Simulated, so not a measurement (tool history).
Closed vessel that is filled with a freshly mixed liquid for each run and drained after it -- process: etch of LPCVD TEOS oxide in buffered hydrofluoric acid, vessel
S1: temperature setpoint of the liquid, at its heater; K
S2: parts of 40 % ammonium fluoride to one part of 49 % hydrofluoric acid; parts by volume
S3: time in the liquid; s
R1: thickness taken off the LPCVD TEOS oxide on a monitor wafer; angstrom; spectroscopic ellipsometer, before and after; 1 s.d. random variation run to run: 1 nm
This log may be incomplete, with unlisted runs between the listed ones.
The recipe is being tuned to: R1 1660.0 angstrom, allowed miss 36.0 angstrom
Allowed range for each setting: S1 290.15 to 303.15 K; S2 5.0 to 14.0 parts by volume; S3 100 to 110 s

| run | hour | S1 | S2 | S3 | R1 |
|---|---|---|---|---|---|
| 1 | 0.0 | 295.15 | 8.5 | 100 | 2332.8 |
| 2 | 0.8 | 294.15 | 8.5 | 100 | 2195.4 |
| 3 | 5.7 | 293.15 | 8.5 | 100 | 2086.5 |
| 4 | 12.7 | 293.15 | 8.5 | 110 | 2289.0 |
| 5 | 13.7 | 292.65 | 9.0 | 110 | 2081.1 |
| 6 | 17.3 | 292.15 | 9.0 | 110 | 2062.1 |
| 7 | 24.8 | 291.65 | 9.0 | 110 | 2008.6 |
| 8 | 29.3 | 291.15 | 9.0 | 110 | 1925.5 |
| 9 | 32.2 | 290.65 | 9.5 | 110 | 1797.2 |
| 10 | 36.8 | 290.15 | 10.0 | 110 | 1709.9 |
| 11 | 45.8 | 290.15 | 10.5 | 110 | 1623.4 |

Pick the move, out of 4, that brings all results within their allowed miss; only one does.
| A | 54.8 | 290.65 | 10.5 | 105 | ? |
| B | 54.8 | 292.15 | 11.5 | 105 | ? |
| C | 54.8 | 293.15 | 11.5 | 100 | ? |
| D | 54.8 | 290.65 | 10.0 | 105 | ? |

| move | R1 |
|---|---|
| A | 1596.3 |
| B | 1589.4 |
| C | 1600.6 |
| D | 1674.0 |
A: further off than the last run
B: further off than the last run
C: further off than the last run
D: all results land within tolerance of their targets
Move D is the one to make.

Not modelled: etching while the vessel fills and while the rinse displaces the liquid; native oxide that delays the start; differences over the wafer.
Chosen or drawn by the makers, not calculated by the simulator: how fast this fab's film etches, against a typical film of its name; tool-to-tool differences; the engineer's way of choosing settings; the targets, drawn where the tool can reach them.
